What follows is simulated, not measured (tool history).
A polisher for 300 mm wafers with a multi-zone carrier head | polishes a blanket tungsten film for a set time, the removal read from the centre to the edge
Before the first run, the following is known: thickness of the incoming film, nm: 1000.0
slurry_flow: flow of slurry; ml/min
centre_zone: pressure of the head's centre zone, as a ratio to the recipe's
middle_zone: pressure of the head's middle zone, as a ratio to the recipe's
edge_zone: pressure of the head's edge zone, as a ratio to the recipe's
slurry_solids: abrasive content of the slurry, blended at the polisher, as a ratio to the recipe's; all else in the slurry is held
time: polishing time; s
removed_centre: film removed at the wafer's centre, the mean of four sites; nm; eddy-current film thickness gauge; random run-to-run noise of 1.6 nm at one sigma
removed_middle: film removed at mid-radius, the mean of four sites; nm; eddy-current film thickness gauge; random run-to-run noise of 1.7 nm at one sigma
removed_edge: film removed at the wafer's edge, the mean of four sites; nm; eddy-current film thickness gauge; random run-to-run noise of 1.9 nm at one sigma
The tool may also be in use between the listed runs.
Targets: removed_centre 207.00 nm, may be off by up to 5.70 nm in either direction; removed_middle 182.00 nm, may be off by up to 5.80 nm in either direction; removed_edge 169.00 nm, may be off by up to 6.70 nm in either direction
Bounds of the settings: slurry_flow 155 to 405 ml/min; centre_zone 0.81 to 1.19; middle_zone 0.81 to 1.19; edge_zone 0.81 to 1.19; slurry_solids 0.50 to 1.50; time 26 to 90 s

run 1 hour=0.0 | slurry_flow=260 centre_zone=1.00 middle_zone=1.00 edge_zone=1.00 slurry_solids=1.00 time=58 | removed_centre=219.38 removed_middle=218.71 removed_edge=214.66
run 2 hour=2.7 | slurry_flow=260 centre_zone=1.00 middle_zone=1.00 edge_zone=1.07 slurry_solids=1.00 time=58 | removed_centre=220.17 removed_middle=220.45 removed_edge=222.00
run 3 hour=3.9 | slurry_flow=315 centre_zone=1.00 middle_zone=1.00 edge_zone=1.07 slurry_solids=1.00 time=58 | removed_centre=224.88 removed_middle=224.33 removed_edge=227.36
run 4 hour=7.5 | slurry_flow=255 centre_zone=1.00 middle_zone=1.00 edge_zone=1.07 slurry_solids=1.00 time=58 | removed_centre=217.80 removed_middle=216.73 removed_edge=222.72
run 5 hour=8.2 | slurry_flow=255 centre_zone=1.00 middle_zone=1.00 edge_zone=1.07 slurry_solids=1.20 time=58 | removed_centre=225.39 removed_middle=225.84 removed_edge=233.22
run 6 hour=14.1 | slurry_flow=255 centre_zone=0.92 middle_zone=1.00 edge_zone=1.07 slurry_solids=1.20 time=58 | removed_centre=210.36 removed_middle=227.86 removed_edge=231.50
run 7 hour=22.0 | slurry_flow=255 centre_zone=0.97 middle_zone=0.98 edge_zone=0.99 slurry_solids=1.00 time=57 | removed_centre=205.15 removed_middle=205.93 removed_edge=211.91
run 8 hour=29.6 | slurry_flow=255 centre_zone=1.02 middle_zone=0.99 edge_zone=0.94 slurry_solids=0.85 time=56 | removed_centre=206.72 removed_middle=198.59 removed_edge=195.27
run 9 hour=37.4 | slurry_flow=250 centre_zone=1.05 middle_zone=0.99 edge_zone=0.90 slurry_solids=0.75 time=56 | removed_centre=203.30 removed_middle=198.14 removed_edge=184.61
run 10 hour=42.2 | slurry_flow=245 centre_zone=1.07 middle_zone=0.97 edge_zone=0.88 slurry_solids=0.70 time=56 | removed_centre=208.12 removed_middle=186.84 removed_edge=183.39
run 11 hour=49.9 | slurry_flow=260 centre_zone=1.11 middle_zone=1.04 edge_zone=0.81 slurry_solids=0.50 time=54 | removed_centre=191.87 removed_middle=182.97 removed_edge=155.12
run 12 hour=57.4 | slurry_flow=265 centre_zone=1.12 middle_zone=1.03 edge_zone=0.84 slurry_solids=0.50 time=54 | removed_centre=196.10 removed_middle=178.09 removed_edge=161.13
run 13 hour=60.7 | slurry_flow=270 centre_zone=1.13 middle_zone=1.03 edge_zone=0.85 slurry_solids=0.50 time=54 | removed_centre=196.03 removed_middle=180.41 removed_edge=160.30
run 14 hour=68.9 | slurry_flow=270 centre_zone=1.14 middle_zone=1.03 edge_zone=0.87 slurry_solids=0.50 time=54 | removed_centre=200.29 removed_middle=179.64 removed_edge=162.80
run 15 hour=72.5 | slurry_flow=275 centre_zone=1.14 middle_zone=1.03 edge_zone=0.88 slurry_solids=0.50 time=54 | removed_centre=200.12 removed_middle=181.53 removed_edge=164.62

Below are 4 possible settings for the next run. Only one of them brings all results inside the allowed miss of their targets. Which is it?
run A hour=76.1 | slurry_flow=290 centre_zone=1.14 middle_zone=1.01 edge_zone=0.88 slurry_solids=0.50 time=55 | removed_centre=? removed_middle=? removed_edge=?
run B hour=76.1 | slurry_flow=245 centre_zone=1.10 middle_zone=0.99 edge_zone=0.99 slurry_solids=0.50 time=58 | removed_centre=? removed_middle=? removed_edge=?
run C hour=76.1 | slurry_flow=235 centre_zone=1.07 middle_zone=1.02 edge_zone=0.88 slurry_solids=0.50 time=57 | removed_centre=? removed_middle=? removed_edge=?
run D hour=76.1 | slurry_flow=280 centre_zone=1.16 middle_zone=1.09 edge_zone=0.88 slurry_solids=0.50 time=52 | removed_centre=? removed_middle=? removed_edge=?

move=A removed_centre=203.59 removed_middle=182.69 removed_edge=165.91
move=B removed_centre=203.25 removed_middle=186.28 removed_edge=182.56
move=C removed_centre=193.33 removed_middle=186.96 removed_edge=169.16
move=D removed_centre=195.28 removed_middle=183.67 removed_edge=156.30
A: in spec on every target
B: corrects the largest miss of the last run, while another result sits out of spec
C: its largest miss is bigger than the last run's
D: its largest miss is bigger than the last run's
The right move is A.
